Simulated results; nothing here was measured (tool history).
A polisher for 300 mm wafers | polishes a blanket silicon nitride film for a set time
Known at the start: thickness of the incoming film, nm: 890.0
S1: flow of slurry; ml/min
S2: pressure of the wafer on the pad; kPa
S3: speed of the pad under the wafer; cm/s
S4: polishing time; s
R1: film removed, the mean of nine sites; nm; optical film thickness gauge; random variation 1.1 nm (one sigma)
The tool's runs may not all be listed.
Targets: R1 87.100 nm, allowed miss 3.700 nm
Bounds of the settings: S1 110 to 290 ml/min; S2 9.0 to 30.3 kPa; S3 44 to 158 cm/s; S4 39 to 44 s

run    day   S1    S2   S3  S4      R1
  1  0.000  185  19.3  100  44  57.418
  2  0.354  140  19.3  100  44  54.421
  3  0.529  145  20.7  100  44  58.689
  4  0.554  150  22.1  100  44  61.999
  5  0.762  150  22.1  124  44  74.742
  6  1.079  150  22.1  124  39  63.893
  7  1.354  155  22.8  124  39  65.398
  8  1.604  155  24.1  124  39  70.274
  9  1.746  155  24.8  124  39  72.881
 10  1.938  155  24.8  124  39  71.067
 11  2.104  155  24.8  124  39  71.555
 12  2.167  155  25.5  124  39  72.675
 13  2.204  155  26.2  124  39  75.706
 14  2.267  155  26.9  124  39  77.043
 15  2.579  155  27.6  124  39  78.782
 16  2.867  160  29.6  124  39  82.466

Which of these 5 next moves meets every target?
  A  3.154  155  28.3  122  39   ?
  B  3.154  165  29.6  136  42   ?
  C  3.154  200  29.0  110  44   ?
  D  3.154  180  30.3  118  44   ?
  E  3.154  160  28.3  122  39   ?

move      R1
   A  78.365
   B  96.798
   C  86.562
   D  93.605
   E  78.832
A: further off than the last run
B: takes the result that was furthest off past its target
C: meets every target
D: takes the result that was furthest off past its target
E: further off than the last run
Answer: C

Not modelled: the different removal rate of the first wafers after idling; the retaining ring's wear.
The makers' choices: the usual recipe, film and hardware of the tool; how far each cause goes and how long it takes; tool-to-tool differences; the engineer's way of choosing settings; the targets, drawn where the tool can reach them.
